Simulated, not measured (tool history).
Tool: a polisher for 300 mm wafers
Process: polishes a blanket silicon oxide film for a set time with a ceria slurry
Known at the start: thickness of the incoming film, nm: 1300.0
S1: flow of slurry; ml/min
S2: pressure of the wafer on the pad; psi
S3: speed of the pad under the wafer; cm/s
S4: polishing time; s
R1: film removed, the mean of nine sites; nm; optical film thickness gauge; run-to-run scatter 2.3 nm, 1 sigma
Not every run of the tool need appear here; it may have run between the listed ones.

run 1 hour=0.0 | S1=300 S2=3.9 S3=84 S4=80 | R1=375.45
run 2 hour=1.0 | S1=300 S2=4.4 S3=84 S4=80 | R1=416.29
run 3 hour=6.3 | S1=300 S2=3.7 S3=78 S4=80 | R1=340.31
run 4 hour=7.3 | S1=295 S2=3.2 S3=70 S4=80 | R1=267.50
run 5 hour=11.3 | S1=295 S2=2.8 S3=68 S4=80 | R1=223.90
run 6 hour=19.0 | S1=295 S2=2.8 S3=68 S4=80 | R1=229.45
run 7 hour=23.4 | S1=295 S2=2.6 S3=68 S4=80 | R1=218.39
run 8 hour=30.8 | S1=295 S2=2.4 S3=68 S4=80 | R1=194.68

Expected results for the next run?
run 9 hour=39.8 | S1=295 S2=2.3 S3=68 S4=80 | R1=?

R1: 187.34 nm

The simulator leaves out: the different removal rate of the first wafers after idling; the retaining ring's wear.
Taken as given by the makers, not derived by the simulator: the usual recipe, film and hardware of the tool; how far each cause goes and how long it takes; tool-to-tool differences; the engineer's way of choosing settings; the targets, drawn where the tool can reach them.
